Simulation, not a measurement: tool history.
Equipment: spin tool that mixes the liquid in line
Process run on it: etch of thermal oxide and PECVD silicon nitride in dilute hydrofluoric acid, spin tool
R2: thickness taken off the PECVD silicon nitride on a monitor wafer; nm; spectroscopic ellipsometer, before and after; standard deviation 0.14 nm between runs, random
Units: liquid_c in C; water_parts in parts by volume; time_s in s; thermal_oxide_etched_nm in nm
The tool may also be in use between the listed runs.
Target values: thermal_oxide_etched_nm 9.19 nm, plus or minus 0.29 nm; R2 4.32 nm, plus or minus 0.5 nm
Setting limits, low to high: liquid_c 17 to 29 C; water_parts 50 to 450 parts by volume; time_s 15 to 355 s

Run 1, hour 0: liquid_c 21 C, water_parts 250 parts by volume, time_s 180 s. Result: thermal_oxide_etched_nm 2.5319 nm, R2 1.0615 nm.
Run 2, hour 5.7: liquid_c 23.5 C, water_parts 190 parts by volume, time_s 185 s. Result: thermal_oxide_etched_nm 3.9058 nm, R2 1.8109 nm.
Run 3, hour 9.6: liquid_c 25 C, water_parts 190 parts by volume, time_s 185 s. Result: thermal_oxide_etched_nm 4.1301 nm, R2 2.0809 nm.
Run 4, hour 14.1: liquid_c 25 C, water_parts 145 parts by volume, time_s 190 s. Result: thermal_oxide_etched_nm 5.8959 nm, R2 2.7921 nm.
Run 5, hour 17: liquid_c 25.5 C, water_parts 125 parts by volume, time_s 190 s. Result: thermal_oxide_etched_nm 7.232 nm, R2 3.1472 nm.
Run 6, hour 24: liquid_c 23.5 C, water_parts 125 parts by volume, time_s 190 s. Result: thermal_oxide_etched_nm 6.685 nm, R2 2.8847 nm.
Run 7, hour 29.6: liquid_c 24.5 C, water_parts 115 parts by volume, time_s 190 s. Result: thermal_oxide_etched_nm 7.6908 nm, R2 3.2313 nm.
Run 8, hour 34.6: liquid_c 25.5 C, water_parts 110 parts by volume, time_s 190 s. Result: thermal_oxide_etched_nm 8.3851 nm, R2 3.5295 nm.
Run 9, hour 41.2: liquid_c 26.5 C, water_parts 110 parts by volume, time_s 190 s. Result: thermal_oxide_etched_nm 8.6008 nm, R2 3.8719 nm.
Run 10, hour 42.3: liquid_c 27 C, water_parts 110 parts by volume, time_s 190 s. Result: thermal_oxide_etched_nm 8.7103 nm, R2 4.3743 nm.

Exactly one of the 4 candidate moves below puts every result within its allowed miss. Which one?
Run A, hour 43.4: liquid_c 29 C, water_parts 95 parts by volume, time_s 145 s. Result: thermal_oxide_etched_nm ?, R2 ?.
Run B, hour 43.4: liquid_c 28.5 C, water_parts 135 parts by volume, time_s 210 s. Result: thermal_oxide_etched_nm ?, R2 ?.
Run C, hour 43.4: liquid_c 28.5 C, water_parts 120 parts by volume, time_s 210 s. Result: thermal_oxide_etched_nm ?, R2 ?.
Run D, hour 43.4: liquid_c 29 C, water_parts 115 parts by volume, time_s 180 s. Result: thermal_oxide_etched_nm ?, R2 ?.

move  thermal_oxide_etched_nm      R2
   A                    8.582  4.2265
   B                   8.1356  4.1682
   C                    9.334  4.6921
   D                   8.5629  4.3314
A: its largest miss is bigger than the last run's
B: its largest miss is bigger than the last run's
C: each result inside its tolerance
D: its largest miss is bigger than the last run's
The move that meets every target is C.

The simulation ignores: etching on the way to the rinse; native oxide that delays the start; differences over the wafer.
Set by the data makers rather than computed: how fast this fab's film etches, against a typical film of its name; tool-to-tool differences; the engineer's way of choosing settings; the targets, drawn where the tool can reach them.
